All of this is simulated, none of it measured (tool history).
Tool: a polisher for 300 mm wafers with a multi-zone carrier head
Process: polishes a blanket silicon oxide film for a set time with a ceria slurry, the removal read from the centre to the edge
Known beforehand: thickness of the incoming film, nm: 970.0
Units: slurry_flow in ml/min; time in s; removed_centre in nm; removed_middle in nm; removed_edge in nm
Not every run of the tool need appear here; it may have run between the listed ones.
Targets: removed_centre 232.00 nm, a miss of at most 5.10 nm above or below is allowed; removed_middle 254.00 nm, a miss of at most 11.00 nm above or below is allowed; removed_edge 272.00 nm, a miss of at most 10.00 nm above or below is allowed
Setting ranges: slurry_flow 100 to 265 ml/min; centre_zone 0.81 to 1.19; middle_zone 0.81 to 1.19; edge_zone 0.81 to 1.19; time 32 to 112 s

run,hour,slurry_flow,centre_zone,middle_zone,edge_zone,time,removed_centre,removed_middle,removed_edge
1,0.0,170,1.00,1.00,1.00,72,400.35,396.91,392.80
2,4.9,170,0.95,1.00,1.00,72,373.92,392.02,397.27
3,10.8,210,0.95,1.00,1.00,72,387.69,401.41,399.89
4,16.9,185,0.95,1.00,1.00,72,382.16,397.69,400.62
5,23.1,185,1.01,1.00,1.00,72,405.25,394.12,391.36
6,31.6,180,0.99,0.99,0.98,68,376.19,371.06,366.41
7,32.9,175,0.97,0.98,0.97,65,347.09,349.78,352.29
8,36.2,175,0.95,0.97,0.95,63,333.90,328.33,338.21
9,39.6,170,0.93,0.97,0.94,61,311.14,321.57,323.27
10,46.3,170,0.93,0.97,0.94,61,314.80,317.13,327.78
11,51.8,165,0.91,0.97,0.93,60,303.71,321.75,318.27
12,54.4,115,0.81,0.87,0.96,49,199.92,215.81,255.70
13,58.1,125,0.81,0.88,0.96,49,206.20,222.27,253.84
14,59.5,135,0.81,0.89,0.97,49,209.94,231.52,261.99
15,61.3,140,0.81,0.89,0.97,49,209.46,230.02,261.86
16,68.7,140,0.81,0.89,0.97,49,210.93,232.08,260.40
17,76.3,145,0.81,0.89,0.97,49,212.43,238.63,256.14
18,77.7,145,0.82,0.89,0.98,49,215.11,232.62,263.91
19,81.5,150,0.82,0.89,0.98,49,215.83,236.12,269.16
20,82.1,155,0.82,0.89,0.97,49,217.46,234.48,263.68
21,89.2,160,0.82,0.89,0.97,49,219.84,239.81,262.96
22,91.2,165,0.82,0.89,0.97,49,221.46,239.49,261.75
23,94.7,165,0.82,0.89,0.97,49,219.37,241.90,265.90

Exactly one of the 5 candidate moves below puts every result within its allowed miss. Which one?
A,98.2,145,0.92,0.88,1.14,48,?,?,?
B,98.2,165,0.83,0.91,0.95,51,?,?,?
C,98.2,195,0.88,0.98,0.93,47,?,?,?
D,98.2,210,0.87,0.87,0.96,46,?,?,?
E,98.2,150,0.81,0.98,1.01,48,?,?,?

move,removed_centre,removed_middle,removed_edge
A,237.66,225.86,277.10
B,233.07,252.16,273.14
C,234.23,253.26,253.47
D,228.93,226.68,254.02
E,210.49,248.68,261.55
A: takes the biggest miss from the last run beyond its target
B: in spec on every target
C: puts the biggest miss on target and leaves a different result outside tolerance
D: puts the biggest miss on target and leaves a different result outside tolerance
E: further off than the last run
B is the move that brings every result within its allowed miss.

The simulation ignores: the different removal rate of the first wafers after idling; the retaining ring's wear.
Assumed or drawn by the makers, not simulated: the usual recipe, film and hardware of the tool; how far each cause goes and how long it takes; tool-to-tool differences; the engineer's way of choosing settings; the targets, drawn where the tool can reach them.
